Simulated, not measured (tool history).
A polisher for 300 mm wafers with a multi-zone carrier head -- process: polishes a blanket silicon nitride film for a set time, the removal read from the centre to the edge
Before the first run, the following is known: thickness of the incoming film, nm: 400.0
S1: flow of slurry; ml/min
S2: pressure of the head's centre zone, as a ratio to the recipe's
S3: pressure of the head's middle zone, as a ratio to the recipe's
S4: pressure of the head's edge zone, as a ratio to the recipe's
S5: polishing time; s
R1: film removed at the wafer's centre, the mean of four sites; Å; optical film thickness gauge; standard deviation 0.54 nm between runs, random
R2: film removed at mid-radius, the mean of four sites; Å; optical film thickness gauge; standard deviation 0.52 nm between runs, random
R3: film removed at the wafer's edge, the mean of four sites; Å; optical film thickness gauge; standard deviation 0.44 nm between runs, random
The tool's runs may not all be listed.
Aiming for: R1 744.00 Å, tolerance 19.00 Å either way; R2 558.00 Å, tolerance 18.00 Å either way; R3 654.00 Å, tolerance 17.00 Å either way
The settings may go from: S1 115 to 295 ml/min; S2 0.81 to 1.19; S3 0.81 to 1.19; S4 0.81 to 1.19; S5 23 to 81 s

| run | hour | S1 | S2 | S3 | S4 | S5 | R1 | R2 | R3 |
|---|---|---|---|---|---|---|---|---|---|
| 1 | 0.0 | 190 | 1.00 | 1.00 | 1.00 | 52 | 725.29 | 705.11 | 686.89 |
| 2 | 3.1 | 170 | 1.00 | 1.00 | 1.00 | 52 | 712.15 | 707.14 | 691.03 |
| 3 | 4.2 | 170 | 1.00 | 1.00 | 0.92 | 52 | 710.72 | 700.51 | 662.88 |
| 4 | 8.5 | 170 | 0.92 | 1.00 | 0.92 | 52 | 647.08 | 701.79 | 662.78 |
| 5 | 11.5 | 175 | 0.95 | 0.96 | 0.94 | 51 | 670.68 | 659.50 | 656.41 |
| 6 | 14.4 | 175 | 0.87 | 0.96 | 0.94 | 51 | 609.98 | 661.25 | 656.85 |
| 7 | 19.3 | 175 | 0.87 | 0.96 | 0.94 | 51 | 608.48 | 664.50 | 665.56 |
| 8 | 24.7 | 185 | 0.90 | 0.93 | 0.95 | 50 | 622.80 | 646.54 | 642.19 |
| 9 | 28.4 | 175 | 0.94 | 0.91 | 0.99 | 50 | 647.85 | 619.24 | 657.10 |
| 10 | 34.4 | 200 | 1.04 | 0.81 | 0.98 | 49 | 711.88 | 562.53 | 661.78 |
| 11 | 41.5 | 200 | 1.05 | 0.81 | 0.98 | 49 | 713.29 | 564.23 | 655.43 |

Next run, 4 choices. One meets every target within its allowed miss, the rest don't. Which?
| A | 48.6 | 255 | 0.97 | 0.89 | 1.01 | 48 | ? | ? | ? |
| B | 48.6 | 220 | 1.00 | 0.81 | 0.96 | 48 | ? | ? | ? |
| C | 48.6 | 240 | 1.09 | 0.81 | 0.99 | 48 | ? | ? | ? |
| D | 48.6 | 145 | 1.02 | 0.81 | 1.02 | 51 | ? | ? | ? |

| move | R1 | R2 | R3 |
|---|---|---|---|
| A | 668.53 | 612.90 | 662.60 |
| B | 677.56 | 558.74 | 641.75 |
| C | 746.46 | 563.52 | 654.62 |
| D | 695.25 | 565.15 | 675.09 |
A: moves away from the targets compared with the last run
B: moves away from the targets compared with the last run
C: hits every target within its allowed miss
D: moves away from the targets compared with the last run
The right move is C.
